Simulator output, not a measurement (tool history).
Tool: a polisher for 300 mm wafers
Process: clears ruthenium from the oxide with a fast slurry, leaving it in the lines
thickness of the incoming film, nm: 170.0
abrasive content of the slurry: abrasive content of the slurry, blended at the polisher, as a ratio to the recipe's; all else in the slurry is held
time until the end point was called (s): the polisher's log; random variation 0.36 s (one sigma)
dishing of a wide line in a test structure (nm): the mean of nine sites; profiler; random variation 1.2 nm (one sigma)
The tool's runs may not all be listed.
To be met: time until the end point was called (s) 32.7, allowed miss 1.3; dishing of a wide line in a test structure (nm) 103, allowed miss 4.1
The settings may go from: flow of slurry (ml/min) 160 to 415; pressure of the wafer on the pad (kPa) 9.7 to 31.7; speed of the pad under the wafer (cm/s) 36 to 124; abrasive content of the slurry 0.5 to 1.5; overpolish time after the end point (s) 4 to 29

| run | hour | flow of slurry (ml/min) | pressure of the wafer on the pad (kPa) | speed of the pad under the wafer (cm/s) | abrasive content of the slurry | overpolish time after the end point (s) | time until the end point was called (s) | dishing of a wide line in a test structure (nm) |
|---|---|---|---|---|---|---|---|---|
| 1 | 0 | 265 | 20.7 | 80 | 1 | 15 | 39.905 | 57.095 |
| 2 | 4.3 | 265 | 21.4 | 80 | 1 | 17 | 38.706 | 65.597 |
| 3 | 11.2 | 325 | 21.4 | 80 | 1 | 17 | 38.019 | 66.517 |
| 4 | 15.1 | 375 | 21.4 | 80 | 1 | 17 | 38.11 | 65.654 |
| 5 | 18.4 | 375 | 22.1 | 80 | 1 | 18 | 36.318 | 69.614 |
| 6 | 21.6 | 375 | 22.1 | 80 | 1 | 19 | 36.707 | 73.756 |
| 7 | 30.5 | 375 | 22.8 | 80 | 1 | 20 | 35.138 | 79.271 |
| 8 | 34.7 | 375 | 22.8 | 80 | 1 | 20 | 36.429 | 78.797 |
| 9 | 36 | 375 | 23.4 | 80 | 1 | 21 | 35.315 | 83.58 |
| 10 | 37.5 | 375 | 24.1 | 80 | 1 | 22 | 34.824 | 87.928 |
| 11 | 39.6 | 375 | 24.1 | 80 | 1 | 23 | 34.296 | 90.157 |
| 12 | 46.4 | 375 | 24.1 | 80 | 1 | 24 | 33.948 | 93.948 |
| 13 | 50.7 | 375 | 24.8 | 80 | 1 | 25 | 33.532 | 97.307 |

Which of these 5 next moves meets every target?
| A | 55 | 415 | 22.8 | 88 | 1 | 23 | ? | ? |
| B | 55 | 415 | 20.7 | 94 | 1.15 | 24 | ? | ? |
| C | 55 | 380 | 23.4 | 76 | 1 | 25 | ? | ? |
| D | 55 | 360 | 26.9 | 78 | 0.9 | 23 | ? | ? |
| E | 55 | 360 | 26.9 | 80 | 0.95 | 26 | ? | ? |

| move | time until the end point was called (s) | dishing of a wide line in a test structure (nm) |
|---|---|---|
| A | 32.697 | 95.82 |
| B | 30.965 | 102.76 |
| C | 37.066 | 92.891 |
| D | 34.282 | 92.526 |
| E | 32.588 | 104.88 |
A: further off than the last run
B: brings the result that was furthest off to its target, and leaves another outside
C: further off than the last run
D: further off than the last run
E: meets every target
The right move is E.
